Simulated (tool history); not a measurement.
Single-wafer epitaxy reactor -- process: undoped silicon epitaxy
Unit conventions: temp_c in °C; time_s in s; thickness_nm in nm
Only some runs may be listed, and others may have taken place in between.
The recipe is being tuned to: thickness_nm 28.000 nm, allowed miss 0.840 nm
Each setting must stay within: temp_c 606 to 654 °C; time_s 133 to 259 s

run  hour  temp_c  time_s  thickness_nm
  1   0.0     630     196        20.838
  2   5.7     623     196        17.890
  3  12.8     623     183        16.838
  4  18.7     623     200        18.471
  5  26.4     623     214        19.754
  6  31.8     619     214        18.097
  7  39.6     623     215        19.774
  8  44.3     626     216        21.256
  9  45.7     628     216        22.034

Which one of the following 5 next-run settings gets every result inside its allowed miss? There is exactly one.
  A  47.1     637     228             ?
  B  47.1     623     205             ?
  C  47.1     629     255             ?
  D  47.1     623     220             ?
  E  47.1     635     224             ?

move  thickness_nm
   A        27.959
   B        18.921
   C        26.609
   D        20.306
   E        26.388
A: each result inside its tolerance
B: further off than the last run
C: closes in on the targets versus the last run, not all within tolerance yet
D: further off than the last run
E: closes in on the targets versus the last run, not all within tolerance yet
The right move is A.
